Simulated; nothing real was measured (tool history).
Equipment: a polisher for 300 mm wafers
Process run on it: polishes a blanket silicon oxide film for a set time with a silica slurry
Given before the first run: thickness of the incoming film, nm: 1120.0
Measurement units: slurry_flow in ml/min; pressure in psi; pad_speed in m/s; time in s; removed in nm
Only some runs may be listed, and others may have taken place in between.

run 1 hour=0.0 | slurry_flow=150 pressure=4.1 pad_speed=0.96 slurry_solids=1.0 time=70 | removed=202.60
run 2 hour=6.8 | slurry_flow=150 pressure=3.7 pad_speed=0.96 slurry_solids=1.0 time=70 | removed=186.29
run 3 hour=13.1 | slurry_flow=150 pressure=3.3 pad_speed=0.96 slurry_solids=1.0 time=70 | removed=163.52
run 4 hour=13.8 | slurry_flow=150 pressure=3.3 pad_speed=1.16 slurry_solids=1.0 time=70 | removed=190.14
run 5 hour=21.8 | slurry_flow=150 pressure=3.3 pad_speed=1.32 slurry_solids=1.0 time=70 | removed=211.81
run 6 hour=26.4 | slurry_flow=150 pressure=3.0 pad_speed=1.26 slurry_solids=1.0 time=70 | removed=183.81
run 7 hour=35.2 | slurry_flow=150 pressure=2.8 pad_speed=1.24 slurry_solids=1.0 time=70 | removed=170.77
run 8 hour=38.1 | slurry_flow=150 pressure=2.6 pad_speed=1.22 slurry_solids=1.0 time=70 | removed=157.67
run 9 hour=45.0 | slurry_flow=150 pressure=2.5 pad_speed=1.20 slurry_solids=1.0 time=70 | removed=149.66
run 10 hour=48.8 | slurry_flow=150 pressure=2.4 pad_speed=1.20 slurry_solids=1.0 time=70 | removed=144.39

Run 11 is up next; what results do you expect?
run 11 hour=50.6 | slurry_flow=150 pressure=2.3 pad_speed=1.20 slurry_solids=1.0 time=70 | removed=?

Run 11 produced removed 137.24 nm.
